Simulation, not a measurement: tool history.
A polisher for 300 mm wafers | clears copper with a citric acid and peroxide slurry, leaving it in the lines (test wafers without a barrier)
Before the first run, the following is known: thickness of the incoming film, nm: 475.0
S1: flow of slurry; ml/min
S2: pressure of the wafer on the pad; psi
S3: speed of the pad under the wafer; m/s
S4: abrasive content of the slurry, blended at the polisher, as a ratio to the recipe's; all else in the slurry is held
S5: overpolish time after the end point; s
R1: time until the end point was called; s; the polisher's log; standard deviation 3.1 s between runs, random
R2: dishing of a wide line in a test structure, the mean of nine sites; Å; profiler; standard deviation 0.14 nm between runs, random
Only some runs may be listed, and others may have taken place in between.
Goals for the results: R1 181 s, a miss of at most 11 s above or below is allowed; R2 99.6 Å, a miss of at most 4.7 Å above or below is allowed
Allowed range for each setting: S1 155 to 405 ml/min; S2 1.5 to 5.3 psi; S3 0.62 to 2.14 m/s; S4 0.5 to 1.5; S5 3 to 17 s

| run | hour | S1 | S2 | S3 | S4 | S5 | R1 | R2 |
|---|---|---|---|---|---|---|---|---|
| 1 | 0 | 260 | 3.4 | 1.38 | 1 | 9 | 135.94 | 220.43 |
| 2 | 7 | 260 | 4 | 1.38 | 1 | 9 | 117.56 | 264.81 |
| 3 | 15.2 | 260 | 4 | 1.38 | 0.9 | 9 | 120.46 | 248.63 |
| 4 | 21.6 | 260 | 4 | 1.38 | 0.9 | 6 | 119.31 | 173.21 |
| 5 | 26.9 | 210 | 4 | 1.38 | 0.9 | 6 | 124.8 | 167.81 |
| 6 | 29.1 | 215 | 3.8 | 1.38 | 0.9 | 6 | 136.66 | 159.33 |
| 7 | 32 | 225 | 3.6 | 1.38 | 0.9 | 6 | 138.82 | 155.23 |
| 8 | 32.8 | 255 | 2.6 | 1.36 | 0.9 | 4 | 180.44 | 79.129 |
| 9 | 34.8 | 245 | 2.6 | 1.36 | 0.9 | 4 | 189.96 | 78.639 |

Next run, 4 choices. One meets every target within its allowed miss, the rest don't. Which?
| A | 36.8 | 255 | 2.6 | 1.28 | 0.8 | 5 | ? | ? |
| B | 36.8 | 260 | 2.4 | 1.24 | 1 | 5 | ? | ? |
| C | 36.8 | 300 | 2.5 | 1.42 | 0.85 | 5 | ? | ? |
| D | 36.8 | 220 | 2.3 | 1.46 | 0.95 | 3 | ? | ? |

| move | R1 | R2 |
|---|---|---|
| A | 201.17 | 91.081 |
| B | 209.4 | 87.548 |
| C | 182.29 | 99.985 |
| D | 192.46 | 57.986 |
A: an improvement on the last run, though not all results are within tolerance
B: an improvement on the last run, though not all results are within tolerance
C: in spec on every target
D: the biggest miss grows against the last run
The move that meets every target is C.
